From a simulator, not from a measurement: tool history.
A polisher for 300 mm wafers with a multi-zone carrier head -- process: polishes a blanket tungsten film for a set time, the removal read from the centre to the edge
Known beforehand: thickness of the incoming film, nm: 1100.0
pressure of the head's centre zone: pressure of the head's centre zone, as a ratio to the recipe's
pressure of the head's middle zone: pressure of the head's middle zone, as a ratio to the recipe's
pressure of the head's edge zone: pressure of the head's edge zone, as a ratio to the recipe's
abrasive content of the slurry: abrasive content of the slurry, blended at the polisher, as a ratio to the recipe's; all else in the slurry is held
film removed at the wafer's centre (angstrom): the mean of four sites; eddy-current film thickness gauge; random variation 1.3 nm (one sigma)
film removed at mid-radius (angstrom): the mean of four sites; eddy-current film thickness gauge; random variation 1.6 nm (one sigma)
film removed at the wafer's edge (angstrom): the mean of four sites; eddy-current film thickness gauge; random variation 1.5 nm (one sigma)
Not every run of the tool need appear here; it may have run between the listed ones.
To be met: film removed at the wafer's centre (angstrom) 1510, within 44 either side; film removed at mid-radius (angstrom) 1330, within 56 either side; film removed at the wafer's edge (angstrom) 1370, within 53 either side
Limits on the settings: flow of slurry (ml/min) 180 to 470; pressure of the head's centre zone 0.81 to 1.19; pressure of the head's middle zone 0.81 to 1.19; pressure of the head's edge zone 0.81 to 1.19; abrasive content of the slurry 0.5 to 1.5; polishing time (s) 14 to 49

| run | hour | flow of slurry (ml/min) | pressure of the head's centre zone | pressure of the head's middle zone | pressure of the head's edge zone | abrasive content of the slurry | polishing time (s) | film removed at the wafer's centre (angstrom) | film removed at mid-radius (angstrom) | film removed at the wafer's edge (angstrom) |
|---|---|---|---|---|---|---|---|---|---|---|
| 1 | 0 | 300 | 1 | 1 | 1 | 1 | 31 | 1178.4 | 1185.7 | 1142.1 |
| 2 | 5.3 | 305 | 1.03 | 1 | 1.03 | 1.1 | 31 | 1262.5 | 1210.7 | 1170.6 |
| 3 | 13.7 | 305 | 1.04 | 0.99 | 1.06 | 1.2 | 31 | 1286.4 | 1220.2 | 1235.3 |
| 4 | 19.6 | 310 | 1.06 | 1 | 1.08 | 1.25 | 31 | 1342.2 | 1232.9 | 1244.3 |
| 5 | 21.9 | 310 | 1.06 | 0.92 | 1.08 | 1.25 | 31 | 1354.6 | 1184.6 | 1284.2 |
| 6 | 26.2 | 310 | 0.98 | 0.92 | 1.08 | 1.25 | 31 | 1226.6 | 1171.5 | 1293.5 |
| 7 | 31.9 | 315 | 1.01 | 0.94 | 1.09 | 1.3 | 31 | 1288 | 1214 | 1322.8 |
| 8 | 39.2 | 325 | 1.03 | 0.95 | 1.09 | 1.35 | 31 | 1333.1 | 1217 | 1295.8 |
| 9 | 45.5 | 325 | 1.04 | 0.96 | 1.1 | 1.4 | 31 | 1353.4 | 1286.4 | 1322 |
| 10 | 53.5 | 360 | 1.14 | 0.94 | 1.13 | 1.45 | 31 | 1528.6 | 1279.3 | 1374.6 |
| 11 | 56.1 | 360 | 1.14 | 0.94 | 1.13 | 1.45 | 31 | 1527 | 1266.2 | 1361.8 |
| 12 | 59.9 | 360 | 1.14 | 0.95 | 1.13 | 1.45 | 31 | 1520.1 | 1286 | 1358.6 |

Exactly one of the 4 candidate moves below puts every result within its allowed miss. Which one?
| A | 63.7 | 415 | 1.11 | 0.99 | 1.12 | 1.15 | 33 | ? | ? | ? |
| B | 63.7 | 350 | 1.06 | 0.95 | 1.16 | 1.3 | 32 | ? | ? | ? |
| C | 63.7 | 395 | 1.19 | 0.96 | 1.17 | 1.4 | 29 | ? | ? | ? |
| D | 63.7 | 380 | 1.09 | 0.83 | 1.16 | 1.5 | 32 | ? | ? | ? |

| move | film removed at the wafer's centre (angstrom) | film removed at mid-radius (angstrom) | film removed at the wafer's edge (angstrom) |
|---|---|---|---|
| A | 1519.5 | 1350.7 | 1367.1 |
| B | 1438.6 | 1296.2 | 1387.3 |
| C | 1512.4 | 1221.5 | 1299.8 |
| D | 1552.7 | 1216.4 | 1456.4 |
A: meets every target
B: brings the result that was furthest off to its target, and leaves another outside
C: misses by more than the last run did
D: misses by more than the last run did
The move that meets every target is A.

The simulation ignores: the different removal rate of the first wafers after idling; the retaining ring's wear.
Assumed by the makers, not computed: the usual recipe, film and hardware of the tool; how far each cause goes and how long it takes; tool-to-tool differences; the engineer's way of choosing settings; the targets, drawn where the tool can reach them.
